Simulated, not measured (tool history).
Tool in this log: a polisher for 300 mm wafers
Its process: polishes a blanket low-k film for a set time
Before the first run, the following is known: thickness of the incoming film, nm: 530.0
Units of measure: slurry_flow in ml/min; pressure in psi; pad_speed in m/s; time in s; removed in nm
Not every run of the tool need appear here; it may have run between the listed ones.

| run | hour | slurry_flow | pressure | pad_speed | slurry_solids | time | removed |
|---|---|---|---|---|---|---|---|
| 1 | 0 | 170 | 1.7 | 0.92 | 1 | 51 | 19.187 |
| 2 | 1.5 | 200 | 1.7 | 0.92 | 1 | 51 | 19.283 |
| 3 | 9.1 | 200 | 1.7 | 0.92 | 1 | 51 | 20.031 |
| 4 | 16.7 | 200 | 2 | 0.92 | 1 | 51 | 22.816 |
| 5 | 24.6 | 170 | 2 | 0.92 | 1 | 51 | 21.976 |
| 6 | 26.6 | 170 | 2 | 0.92 | 0.8 | 51 | 20.18 |
| 7 | 27.2 | 165 | 1.8 | 0.92 | 0.8 | 51 | 18.811 |

Run 8, settings as shown, results not yet in. Your forecast:
| 8 | 28.1 | 165 | 1.3 | 0.84 | 0.8 | 51 | ? |

Run 8 yielded removed 13.316 nm.
